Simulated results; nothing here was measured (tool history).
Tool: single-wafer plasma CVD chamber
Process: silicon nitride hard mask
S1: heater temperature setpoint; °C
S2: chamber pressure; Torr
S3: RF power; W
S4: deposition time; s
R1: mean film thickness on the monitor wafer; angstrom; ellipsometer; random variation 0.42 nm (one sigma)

run 1 hour=0 | S1=425 S2=1.66 S3=315 S4=69.6 | R1=856.65
run 2 hour=2.9 | S1=425 S2=1.66 S3=315 S4=69.6 | R1=863.13
run 3 hour=9.7 | S1=425 S2=1.75 S3=325 S4=69.7 | R1=897.66
run 4 hour=12.5 | S1=425 S2=1.83 S3=330 S4=69.7 | R1=913.89
run 5 hour=20.6 | S1=425 S2=1.89 S3=335 S4=69.8 | R1=934.93
run 6 hour=25.3 | S1=433 S2=1.89 S3=335 S4=69.8 | R1=938.67
run 7 hour=33.8 | S1=433 S2=1.94 S3=340 S4=69.8 | R1=960.09

The next listed run, before its measurement:
run 8 hour=40.6 | S1=433 S2=1.94 S3=340 S4=69.8 | R1=?

{"run 8": {"R1": 947.69}}

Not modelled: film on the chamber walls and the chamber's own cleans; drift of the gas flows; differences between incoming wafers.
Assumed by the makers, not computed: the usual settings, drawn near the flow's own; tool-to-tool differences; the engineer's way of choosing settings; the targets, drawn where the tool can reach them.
